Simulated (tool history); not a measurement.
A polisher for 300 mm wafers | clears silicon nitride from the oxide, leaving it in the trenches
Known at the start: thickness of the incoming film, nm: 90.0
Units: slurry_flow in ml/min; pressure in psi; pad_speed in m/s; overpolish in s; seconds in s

Run 1, hour 0: slurry_flow 190 ml/min, pressure 1.8 psi, pad_speed 0.92 m/s, overpolish 9 s. Result: seconds 140.35 s.
Run 2, hour 1.6: slurry_flow 185 ml/min, pressure 1.7 psi, pad_speed 0.92 m/s, overpolish 9 s. Result: seconds 147.95 s.
Run 3, hour 4.8: slurry_flow 185 ml/min, pressure 1.7 psi, pad_speed 0.92 m/s, overpolish 8 s. Result: seconds 147.55 s.
Run 4, hour 7.9: slurry_flow 185 ml/min, pressure 1.9 psi, pad_speed 0.92 m/s, overpolish 8 s. Result: seconds 131.5 s.
Run 5, hour 10.6: slurry_flow 185 ml/min, pressure 1.5 psi, pad_speed 0.92 m/s, overpolish 8 s. Result: seconds 168.72 s.
Run 6, hour 13.3: slurry_flow 185 ml/min, pressure 1.2 psi, pad_speed 0.92 m/s, overpolish 8 s. Result: seconds 207.01 s.

The next listed run, before its measurement:
Run 7, hour 19.4: slurry_flow 185 ml/min, pressure 1.2 psi, pad_speed 0.92 m/s, overpolish 8 s. Result: seconds ?.

Run 7 gave seconds 205.98 s.
